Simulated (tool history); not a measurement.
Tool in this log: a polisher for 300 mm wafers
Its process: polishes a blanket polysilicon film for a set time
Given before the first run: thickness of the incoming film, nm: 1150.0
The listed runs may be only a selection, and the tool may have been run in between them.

run	day	flow of slurry (ml/min)	pressure of the wafer on the pad (psi)	speed of the pad under the wafer (m/s)	polishing time (s)	film removed (nm)
1	0.000	310	3.1	1.08	31	360.43
2	0.346	340	3.1	1.08	31	362.22
3	0.721	340	2.7	1.08	31	317.58
4	0.862	340	3.3	1.08	31	392.47
5	1.117	340	3.1	1.08	31	361.94
6	1.362	340	2.9	1.08	31	337.34
7	1.642	340	2.8	1.08	31	325.23

The next listed run, before its measurement:
8	1.725	340	2.7	1.08	31	?

film removed (nm): 318.88
